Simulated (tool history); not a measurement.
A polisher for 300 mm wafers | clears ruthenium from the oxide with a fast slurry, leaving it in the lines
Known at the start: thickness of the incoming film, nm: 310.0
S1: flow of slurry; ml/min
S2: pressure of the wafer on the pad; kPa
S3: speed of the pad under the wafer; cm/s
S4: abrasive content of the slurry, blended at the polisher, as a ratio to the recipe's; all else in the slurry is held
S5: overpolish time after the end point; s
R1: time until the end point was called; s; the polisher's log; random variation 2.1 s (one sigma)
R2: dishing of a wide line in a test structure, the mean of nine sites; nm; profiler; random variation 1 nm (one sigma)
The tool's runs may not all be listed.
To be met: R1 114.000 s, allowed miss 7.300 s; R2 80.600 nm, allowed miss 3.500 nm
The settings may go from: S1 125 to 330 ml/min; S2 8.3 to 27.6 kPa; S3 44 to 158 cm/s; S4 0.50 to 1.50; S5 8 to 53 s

| run | hour | S1 | S2 | S3 | S4 | S5 | R1 | R2 |
|---|---|---|---|---|---|---|---|---|
| 1 | 0.0 | 210 | 17.9 | 100 | 1.00 | 27 | 86.295 | 73.497 |
| 2 | 1.5 | 210 | 22.1 | 100 | 1.00 | 27 | 71.963 | 85.601 |
| 3 | 5.0 | 210 | 22.1 | 120 | 1.00 | 27 | 61.410 | 95.578 |
| 4 | 12.3 | 210 | 20.7 | 118 | 1.00 | 28 | 67.537 | 91.950 |
| 5 | 19.6 | 210 | 20.7 | 118 | 1.10 | 28 | 65.169 | 95.184 |
| 6 | 24.3 | 210 | 20.7 | 118 | 1.10 | 34 | 63.567 | 104.570 |
| 7 | 27.2 | 210 | 19.3 | 118 | 1.10 | 35 | 68.205 | 107.070 |
| 8 | 29.3 | 210 | 17.9 | 118 | 1.10 | 35 | 71.267 | 99.350 |
| 9 | 37.0 | 205 | 13.1 | 106 | 1.10 | 46 | 108.710 | 91.105 |
| 10 | 39.5 | 205 | 13.1 | 106 | 1.10 | 46 | 108.210 | 93.010 |
| 11 | 48.3 | 205 | 12.4 | 106 | 1.10 | 44 | 113.290 | 85.419 |
| 12 | 54.6 | 205 | 12.4 | 106 | 1.10 | 43 | 116.940 | 84.356 |

4 next moves are on the table. One of them brings every result within its allowed miss. Which?
| A | 60.9 | 185 | 9.7 | 138 | 1.10 | 49 | ? | ? |
| B | 60.9 | 220 | 12.4 | 100 | 1.10 | 51 | ? | ? |
| C | 60.9 | 170 | 12.4 | 106 | 1.15 | 40 | ? | ? |
| D | 60.9 | 220 | 10.3 | 112 | 1.25 | 52 | ? | ? |

| move | R1 | R2 |
|---|---|---|
| A | 119.140 | 88.527 |
| B | 119.490 | 90.866 |
| C | 115.210 | 78.243 |
| D | 124.600 | 89.448 |
A: further off than the last run
B: further off than the last run
C: meets every target
D: further off than the last run
Move C is the one to make.

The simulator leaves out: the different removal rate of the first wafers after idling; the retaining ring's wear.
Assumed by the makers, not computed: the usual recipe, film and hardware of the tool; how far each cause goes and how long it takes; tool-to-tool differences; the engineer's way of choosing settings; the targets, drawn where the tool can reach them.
